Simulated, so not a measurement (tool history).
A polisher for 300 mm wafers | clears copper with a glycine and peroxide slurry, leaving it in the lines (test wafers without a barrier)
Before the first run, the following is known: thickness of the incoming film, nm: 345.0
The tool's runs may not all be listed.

run,hour,flow of slurry (ml/min),pressure of the wafer on the pad (psi),speed of the pad under the wafer (m/s),overpolish time after the end point (s),time until the end point was called (s),dishing of a wide line in a test structure (Å)
1,0,270,2.3,0.76,14,77.554,416.25
2,8.9,270,2.3,0.58,14,92.964,365.45
3,16.6,270,2.6,0.6,16,82.582,455.42
4,17.4,270,2.8,0.6,18,79.36,501.38
5,25.9,270,2.8,0.6,15,80.007,446.64
6,27.4,270,2.5,0.6,15,89.502,416.27
7,32.7,275,3.1,0.68,21,67.832,662.93
8,36.1,275,3.1,0.68,21,67.016,657.74

Forecast run 9:
9,41.6,275,3.1,0.68,22,?,?

Run 9 measured time until the end point was called (s) 68.119, dishing of a wide line in a test structure (Å) 663.24.
